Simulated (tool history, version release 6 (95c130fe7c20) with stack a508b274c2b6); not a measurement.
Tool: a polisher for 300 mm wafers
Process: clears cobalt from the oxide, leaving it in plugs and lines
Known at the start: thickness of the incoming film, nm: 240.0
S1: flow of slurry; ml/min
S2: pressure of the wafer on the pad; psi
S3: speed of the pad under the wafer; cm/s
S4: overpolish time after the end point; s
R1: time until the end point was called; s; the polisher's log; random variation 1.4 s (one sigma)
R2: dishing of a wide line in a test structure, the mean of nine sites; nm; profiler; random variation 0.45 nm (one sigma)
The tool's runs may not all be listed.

| run | hour | S1 | S2 | S3 | S4 | R1 | R2 |
|---|---|---|---|---|---|---|---|
| 1 | 0 | 170 | 1.9 | 88 | 12 | 43.201 | 40.658 |
| 2 | 3.4 | 170 | 1.6 | 86 | 12 | 52.651 | 35.652 |
| 3 | 8.8 | 170 | 1.6 | 100 | 12 | 47.096 | 38.753 |
| 4 | 15.5 | 170 | 1.4 | 98 | 12 | 54.625 | 35.401 |
| 5 | 22.2 | 210 | 1.4 | 98 | 12 | 53.037 | 35.697 |
| 6 | 28.2 | 210 | 1.3 | 96 | 12 | 57.942 | 33.732 |

Run 7 comes next. What will it give?
| 7 | 33.4 | 210 | 1.2 | 96 | 12 | ? | ? |

{"run 7": {"R1": 61.742, "R2": 32.963}}
